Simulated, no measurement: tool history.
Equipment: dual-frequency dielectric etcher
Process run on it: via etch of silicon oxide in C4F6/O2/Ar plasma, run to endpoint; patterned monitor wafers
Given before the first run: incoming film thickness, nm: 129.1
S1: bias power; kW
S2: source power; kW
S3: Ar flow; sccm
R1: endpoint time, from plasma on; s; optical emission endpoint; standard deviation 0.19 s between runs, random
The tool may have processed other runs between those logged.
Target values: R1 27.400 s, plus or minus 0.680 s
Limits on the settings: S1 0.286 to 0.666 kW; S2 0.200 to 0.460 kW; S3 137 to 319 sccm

| run | hour | S1 | S2 | S3 | R1 |
|---|---|---|---|---|---|
| 1 | 0.0 | 0.476 | 0.330 | 228 | 32.786 |
| 2 | 2.5 | 0.476 | 0.330 | 257 | 33.657 |
| 3 | 10.1 | 0.476 | 0.330 | 279 | 33.413 |
| 4 | 13.9 | 0.510 | 0.340 | 278 | 32.190 |
| 5 | 15.1 | 0.510 | 0.390 | 278 | 30.313 |
| 6 | 19.5 | 0.530 | 0.390 | 278 | 30.023 |
| 7 | 24.2 | 0.549 | 0.390 | 277 | 29.767 |
| 8 | 29.2 | 0.565 | 0.400 | 276 | 28.934 |

4 candidate next runs follow, results not yet known. Just one meets every target within its allowed miss. Identify it.
| A | 34.2 | 0.519 | 0.390 | 217 | ? |
| B | 34.2 | 0.574 | 0.400 | 266 | ? |
| C | 34.2 | 0.598 | 0.380 | 293 | ? |
| D | 34.2 | 0.626 | 0.410 | 263 | ? |

| move | R1 |
|---|---|
| A | 29.556 |
| B | 28.943 |
| C | 29.619 |
| D | 27.824 |
A: misses by more than the last run did
B: no nearer and no further than the last run
C: misses by more than the last run did
D: every result within its allowed miss
Go with D: it meets all targets.
